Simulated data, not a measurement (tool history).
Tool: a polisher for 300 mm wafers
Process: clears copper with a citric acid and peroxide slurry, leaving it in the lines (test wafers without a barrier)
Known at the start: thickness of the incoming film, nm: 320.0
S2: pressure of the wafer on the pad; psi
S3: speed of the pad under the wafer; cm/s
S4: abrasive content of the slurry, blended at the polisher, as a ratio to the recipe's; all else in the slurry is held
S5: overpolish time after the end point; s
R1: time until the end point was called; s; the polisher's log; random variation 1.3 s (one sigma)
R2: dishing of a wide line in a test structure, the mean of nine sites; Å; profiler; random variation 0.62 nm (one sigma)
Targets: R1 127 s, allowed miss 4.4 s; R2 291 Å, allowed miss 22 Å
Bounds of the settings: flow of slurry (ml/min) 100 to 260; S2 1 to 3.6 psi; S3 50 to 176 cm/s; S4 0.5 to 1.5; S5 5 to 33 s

run 1 hour=0 | flow_of_slurry_(ml/min)=165 S2=2.3 S3=112 S4=1 S5=17 | R1=181.65 R2=198.04
run 2 hour=6.7 | flow_of_slurry_(ml/min)=130 S2=2.3 S3=112 S4=1 S5=17 | R1=184.25 R2=189.55
run 3 hour=10.7 | flow_of_slurry_(ml/min)=130 S2=2.4 S3=112 S4=1 S5=17 | R1=180.17 R2=201.06
run 4 hour=19 | flow_of_slurry_(ml/min)=130 S2=1.8 S3=112 S4=1 S5=17 | R1=234.56 R2=165.97
run 5 hour=26.3 | flow_of_slurry_(ml/min)=130 S2=1.9 S3=112 S4=1 S5=17 | R1=221.59 R2=163.9
run 6 hour=29.6 | flow_of_slurry_(ml/min)=130 S2=1.4 S3=112 S4=1 S5=17 | R1=288.2 R2=131.5
run 7 hour=35.4 | flow_of_slurry_(ml/min)=130 S2=1.6 S3=112 S4=1 S5=17 | R1=257.46 R2=143.72
run 8 hour=42 | flow_of_slurry_(ml/min)=130 S2=1.8 S3=112 S4=1 S5=17 | R1=233.71 R2=160.11
run 9 hour=42.6 | flow_of_slurry_(ml/min)=130 S2=1.9 S3=112 S4=1 S5=17 | R1=220.69 R2=164.35
run 10 hour=46.1 | flow_of_slurry_(ml/min)=130 S2=2 S3=112 S4=1 S5=17 | R1=213.45 R2=166.73
run 11 hour=53.6 | flow_of_slurry_(ml/min)=130 S2=2.1 S3=112 S4=1 S5=17 | R1=201.64 R2=178.71
run 12 hour=58.8 | flow_of_slurry_(ml/min)=130 S2=2.2 S3=112 S4=1 S5=17 | R1=195.04 R2=188.26
run 13 hour=61.1 | flow_of_slurry_(ml/min)=170 S2=2.8 S3=114 S4=1 S5=18 | R1=147.86 R2=244.37

4 next moves are on the table. One of them brings every result within its allowed miss. Which?
run A hour=63.4 | flow_of_slurry_(ml/min)=175 S2=2.8 S3=116 S4=1.25 S5=22 | R1=? R2=?
run B hour=63.4 | flow_of_slurry_(ml/min)=160 S2=3.5 S3=92 S4=1.15 S5=28 | R1=? R2=?
run C hour=63.4 | flow_of_slurry_(ml/min)=155 S2=2.9 S3=134 S4=1 S5=20 | R1=? R2=?
run D hour=63.4 | flow_of_slurry_(ml/min)=175 S2=3 S3=124 S4=0.75 S5=16 | R1=? R2=?

move=A R1=140.61 R2=292.63
move=B R1=139.73 R2=350.28
move=C R1=129.71 R2=289.88
move=D R1=138.91 R2=233.34
A: nearer than the last run, and not there yet
B: nearer than the last run, and not there yet
C: meets every target
D: nearer than the last run, and not there yet
The right move is C.
